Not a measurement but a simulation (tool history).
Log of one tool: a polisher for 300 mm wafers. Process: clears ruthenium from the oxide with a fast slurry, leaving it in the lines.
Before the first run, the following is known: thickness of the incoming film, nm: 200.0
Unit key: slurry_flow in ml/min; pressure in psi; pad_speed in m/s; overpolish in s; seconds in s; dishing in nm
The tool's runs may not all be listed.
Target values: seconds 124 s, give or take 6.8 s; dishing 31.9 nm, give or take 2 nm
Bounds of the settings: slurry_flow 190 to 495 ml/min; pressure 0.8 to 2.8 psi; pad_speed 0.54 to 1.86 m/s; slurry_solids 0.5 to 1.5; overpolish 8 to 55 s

run  hour  slurry_flow  pressure  pad_speed  slurry_solids  overpolish  seconds  dishing
  1     0          320       1.8       1.18              1          28   61.941   70.747
  2   5.2          370       1.8       1.18              1          28   59.882   72.485
  3  10.9          370       1.8       1.18           0.85          28   65.139   66.328
  4  18.3          370       1.7       1.16           0.85          27   70.177   63.369
  5  22.4          370       1.6       1.14           0.85          25   73.828   55.528
  6    31          370       1.6       1.14            0.7          25   80.451   52.533
  7  35.8          370       1.5       1.14            0.7          24   86.369   47.694
  8  38.8          370       1.5       1.14            0.7          24   85.817   47.477
  9  45.4          370       1.4       1.14            0.7          24   93.875   44.626
     50.9  -- head pressure recalibrated
 10  50.9          370       0.9       1.12            0.7          19   149.58   23.247
 11  57.8          365         1       1.12            0.7          21   136.74   28.923

4 candidate next runs follow, results not yet known. Just one meets every target within its allowed miss. Identify it.
  A  64.7          300         1       1.38            0.6          17        ?        ?
  B  64.7          405       0.8       1.16            0.6          29        ?        ?
  C  64.7          325         1       1.24           0.65          22        ?        ?
  D  64.7          365         1        1.1           0.75          19        ?        ?

move  seconds  dishing
   A   119.47   25.957
   B    168.2    30.97
   C      128   30.883
   D   135.38   25.626
A: corrects the largest miss of the last run, while another result sits out of spec
B: the biggest miss grows against the last run
C: all results in spec
D: the biggest miss grows against the last run
Go with C: it meets all targets.
